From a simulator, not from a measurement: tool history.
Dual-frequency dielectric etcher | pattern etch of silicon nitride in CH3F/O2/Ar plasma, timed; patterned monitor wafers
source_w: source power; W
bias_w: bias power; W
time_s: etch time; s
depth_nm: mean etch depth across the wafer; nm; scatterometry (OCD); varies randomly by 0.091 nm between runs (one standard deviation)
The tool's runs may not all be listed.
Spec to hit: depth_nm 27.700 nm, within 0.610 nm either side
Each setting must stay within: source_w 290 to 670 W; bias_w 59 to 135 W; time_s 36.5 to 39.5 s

run 1 hour=0.0 | source_w=480 bias_w=97 time_s=39.5 | depth_nm=33.634
run 2 hour=3.0 | source_w=530 bias_w=97 time_s=39.5 | depth_nm=34.945
run 3 hour=10.8 | source_w=530 bias_w=112 time_s=39.5 | depth_nm=36.325
run 4 hour=17.8 | source_w=530 bias_w=97 time_s=39.5 | depth_nm=34.791
run 5 hour=26.7 | source_w=530 bias_w=97 time_s=39.5 | depth_nm=34.611
run 6 hour=33.4 | source_w=600 bias_w=97 time_s=39.5 | depth_nm=36.275
run 7 hour=36.7 | source_w=500 bias_w=78 time_s=38.0 | depth_nm=30.754
run 8 hour=42.1 | source_w=500 bias_w=78 time_s=38.0 | depth_nm=30.504
run 9 hour=43.1 | source_w=470 bias_w=76 time_s=38.0 | depth_nm=29.912
run 10 hour=51.6 | source_w=440 bias_w=74 time_s=38.0 | depth_nm=28.865
run 11 hour=59.2 | source_w=430 bias_w=73 time_s=38.0 | depth_nm=28.613

5 next moves are on the table. One of them brings every result within its allowed miss. Which?
run A hour=66.8 | source_w=400 bias_w=70 time_s=36.5 | depth_nm=?
run B hour=66.8 | source_w=440 bias_w=60 time_s=37.5 | depth_nm=?
run C hour=66.8 | source_w=540 bias_w=59 time_s=36.5 | depth_nm=?
run D hour=66.8 | source_w=370 bias_w=59 time_s=38.5 | depth_nm=?
run E hour=66.8 | source_w=450 bias_w=79 time_s=39.0 | depth_nm=?

move=A depth_nm=26.415
move=B depth_nm=26.783
move=C depth_nm=27.824
move=D depth_nm=25.838
move=E depth_nm=30.440
A: the result that was furthest off in the last run now lies on the other side of its target
B: the result that was furthest off in the last run now lies on the other side of its target
C: hits every target within its allowed miss
D: the result that was furthest off in the last run now lies on the other side of its target
E: further off than the last run
The right move is C.
